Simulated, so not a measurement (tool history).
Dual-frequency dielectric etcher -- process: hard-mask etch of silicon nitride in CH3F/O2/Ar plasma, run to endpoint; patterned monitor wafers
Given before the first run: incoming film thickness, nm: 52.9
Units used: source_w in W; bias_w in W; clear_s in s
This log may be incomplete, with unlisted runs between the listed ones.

run	hour	source_w	bias_w	clear_s
1	0.0	450	62	79.172
2	0.9	450	57	80.756
3	4.2	510	57	78.098
4	7.0	460	57	80.559
5	15.2	470	59	79.303
6	22.7	480	61	78.047

What does the tool deliver on the next run?
7	27.0	490	63	?

clear_s: 76.721 s

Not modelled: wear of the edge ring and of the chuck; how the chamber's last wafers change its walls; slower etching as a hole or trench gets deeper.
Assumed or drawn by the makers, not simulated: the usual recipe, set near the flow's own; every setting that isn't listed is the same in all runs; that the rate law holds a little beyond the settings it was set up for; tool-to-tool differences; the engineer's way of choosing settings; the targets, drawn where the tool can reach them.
